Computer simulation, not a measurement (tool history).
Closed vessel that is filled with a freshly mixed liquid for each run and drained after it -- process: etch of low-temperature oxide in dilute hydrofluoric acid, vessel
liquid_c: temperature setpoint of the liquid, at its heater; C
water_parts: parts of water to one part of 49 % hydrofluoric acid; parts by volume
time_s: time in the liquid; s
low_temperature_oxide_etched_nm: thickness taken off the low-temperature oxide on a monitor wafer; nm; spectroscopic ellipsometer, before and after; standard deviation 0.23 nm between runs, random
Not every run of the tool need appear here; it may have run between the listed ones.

run  hour  liquid_c  water_parts  time_s  low_temperature_oxide_etched_nm
  1   0.0      22.0           55      90                           45.651
  2   3.8      21.0           55      90                           43.170
  3   8.0      19.5           55      90                           40.282
  4  13.3      19.5           35      90                           65.187
  5  19.0      19.5           35      95                           68.882
  6  22.7      19.0           40      95                           58.093
     28.3  -- thermometer replaced
  7  28.3      18.5           45      95                           48.323

Run 8, settings as shown, results not yet in. Your forecast:
  8  34.7      18.0           50      95                                ?

low_temperature_oxide_etched_nm: 42.403 nm

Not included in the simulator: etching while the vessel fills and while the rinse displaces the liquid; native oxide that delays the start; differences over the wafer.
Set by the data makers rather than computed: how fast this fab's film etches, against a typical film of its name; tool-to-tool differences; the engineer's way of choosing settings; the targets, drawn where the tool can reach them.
